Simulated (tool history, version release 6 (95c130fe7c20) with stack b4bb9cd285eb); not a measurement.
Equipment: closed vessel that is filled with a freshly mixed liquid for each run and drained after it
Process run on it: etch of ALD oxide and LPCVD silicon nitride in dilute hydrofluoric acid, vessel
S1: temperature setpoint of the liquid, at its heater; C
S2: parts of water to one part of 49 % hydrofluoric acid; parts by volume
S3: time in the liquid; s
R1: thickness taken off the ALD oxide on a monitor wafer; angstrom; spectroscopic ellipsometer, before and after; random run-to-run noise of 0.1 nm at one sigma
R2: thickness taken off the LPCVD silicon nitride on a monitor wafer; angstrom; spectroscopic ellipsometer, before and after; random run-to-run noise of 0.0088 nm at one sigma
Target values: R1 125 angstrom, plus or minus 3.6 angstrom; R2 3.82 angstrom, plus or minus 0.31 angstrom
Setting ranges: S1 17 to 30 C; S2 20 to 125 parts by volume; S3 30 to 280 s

{"run": 1, "hour": 0.0, "S1": 22, "S2": 70, "S3": 145, "R1": 310.12, "R2": 9.1321}
{"run": 2, "hour": 5.2, "S1": 22, "S2": 70, "S3": 180, "R1": 385.15, "R2": 11.177}
{"run": 3, "hour": 13.0, "S1": 21.5, "S2": 85, "S3": 170, "R1": 287.56, "R2": 8.4199}
{"run": 4, "hour": 17.5, "S1": 19, "S2": 85, "S3": 170, "R1": 259.76, "R2": 6.8791}
{"run": 5, "hour": 20.6, "S1": 22, "S2": 85, "S3": 170, "R1": 297.91, "R2": 8.7376}
{"run": 6, "hour": 23.8, "S1": 22, "S2": 95, "S3": 155, "R1": 233.31, "R2": 7.1919}
{"run": 7, "hour": 24.4, "S1": 21.5, "S2": 105, "S3": 150, "R1": 198.11, "R2": 6.1509}
{"run": 8, "hour": 31.0, "S1": 21, "S2": 110, "S3": 145, "R1": 179.87, "R2": 5.284}
{"run": 9, "hour": 34.5, "S1": 21, "S2": 115, "S3": 135, "R1": 159.55, "R2": 4.7315}
{"run": 10, "hour": 40.0, "S1": 21, "S2": 120, "S3": 130, "R1": 145.7, "R2": 4.4178}
{"run": 11, "hour": 45.3, "S1": 21, "S2": 120, "S3": 125, "R1": 142.08, "R2": 4.2598}
{"run": 12, "hour": 51.7, "S1": 21, "S2": 120, "S3": 120, "R1": 133.64, "R2": 4.1384}
{"run": 13, "hour": 57.5, "S1": 20.5, "S2": 120, "S3": 120, "R1": 132.18, "R2": 3.9672}

Which one of the following 4 next-run settings gets every result inside its allowed miss? There is exactly one.
{"run": "A", "hour": 63.3, "S1": 19.5, "S2": 115, "S3": 125, "R1": "?", "R2": "?"}
{"run": "B", "hour": 63.3, "S1": 18, "S2": 105, "S3": 130, "R1": "?", "R2": "?"}
{"run": "C", "hour": 63.3, "S1": 17, "S2": 110, "S3": 135, "R1": "?", "R2": "?"}
{"run": "D", "hour": 63.3, "S1": 22.5, "S2": 100, "S3": 85, "R1": "?", "R2": "?"}

move=A R1=138.89 R2=3.9763
move=B R1=150.3 R2=4.0766
move=C R1=142.15 R2=3.7759
move=D R1=124.75 R2=3.7942
A: misses by more than the last run did
B: misses by more than the last run did
C: misses by more than the last run did
D: meets every target
D meets every target.
